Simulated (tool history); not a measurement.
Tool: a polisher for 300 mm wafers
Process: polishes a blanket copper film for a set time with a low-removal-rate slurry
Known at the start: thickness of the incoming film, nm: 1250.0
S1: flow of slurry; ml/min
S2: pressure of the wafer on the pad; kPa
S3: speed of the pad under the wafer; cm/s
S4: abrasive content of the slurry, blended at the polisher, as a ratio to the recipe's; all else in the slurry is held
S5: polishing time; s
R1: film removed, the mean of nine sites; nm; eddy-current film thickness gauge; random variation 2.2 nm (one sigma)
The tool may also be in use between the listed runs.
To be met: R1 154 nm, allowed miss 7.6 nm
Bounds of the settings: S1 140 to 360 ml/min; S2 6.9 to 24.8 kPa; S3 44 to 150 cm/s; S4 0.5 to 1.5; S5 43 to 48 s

run	hour	S1	S2	S3	S4	S5	R1
1	0	230	15.9	96	1	48	94.314
2	7.6	230	17.9	98	1	48	108.61
3	13.4	230	17.9	98	1	43	97.342
4	19.9	230	17.9	98	1	43	97.525
5	28.1	230	20	100	1	43	110.35
6	32	230	17.2	100	1	43	94.306
7	40.5	230	19.3	102	1	43	108.72
8	41.5	230	20.7	104	1	43	116.66
9	48.5	230	22.1	106	1	43	125.64

Which of these 5 next moves meets every target?
A	55.5	280	23.4	116	1.2	48	?
B	55.5	250	23.4	116	1.05	48	?
C	55.5	170	24.8	106	1	48	?
D	55.5	280	21.4	130	0.95	48	?
E	55.5	220	24.8	116	1.05	48	?

move	R1
A	176.53
B	167.66
C	149.19
D	169.27
E	173.74
A: takes the result that was furthest off past its target
B: takes the result that was furthest off past its target
C: meets every target
D: takes the result that was furthest off past its target
E: takes the result that was furthest off past its target
Answer: C
